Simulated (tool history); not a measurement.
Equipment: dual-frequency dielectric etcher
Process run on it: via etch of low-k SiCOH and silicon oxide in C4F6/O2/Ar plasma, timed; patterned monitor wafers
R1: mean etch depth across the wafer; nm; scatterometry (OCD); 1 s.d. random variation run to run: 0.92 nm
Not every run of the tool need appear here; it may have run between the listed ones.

{"run": 1, "hour": 0.0, "source power (kW)": 0.4, "bias power (kW)": 0.248, "etch time (s)": 52.5, "R1": 142.03}
{"run": 2, "hour": 5.9, "source power (kW)": 0.43, "bias power (kW)": 0.253, "etch time (s)": 52.5, "R1": 148.86}
{"run": 3, "hour": 11.5, "source power (kW)": 0.43, "bias power (kW)": 0.253, "etch time (s)": 54.5, "R1": 154.92}
{"run": 4, "hour": 16.7, "source power (kW)": 0.43, "bias power (kW)": 0.253, "etch time (s)": 52.5, "R1": 147.39}
{"run": 5, "hour": 25.0, "source power (kW)": 0.46, "bias power (kW)": 0.256, "etch time (s)": 52.5, "R1": 152.98}
{"run": 6, "hour": 30.2, "source power (kW)": 0.46, "bias power (kW)": 0.256, "etch time (s)": 52.5, "R1": 150.97}

Run 7, settings as shown, results not yet in. Your forecast:
{"run": 7, "hour": 34.9, "source power (kW)": 0.48, "bias power (kW)": 0.263, "etch time (s)": 52.5, "R1": "?"}

Run 7 gave R1 156.04 nm.

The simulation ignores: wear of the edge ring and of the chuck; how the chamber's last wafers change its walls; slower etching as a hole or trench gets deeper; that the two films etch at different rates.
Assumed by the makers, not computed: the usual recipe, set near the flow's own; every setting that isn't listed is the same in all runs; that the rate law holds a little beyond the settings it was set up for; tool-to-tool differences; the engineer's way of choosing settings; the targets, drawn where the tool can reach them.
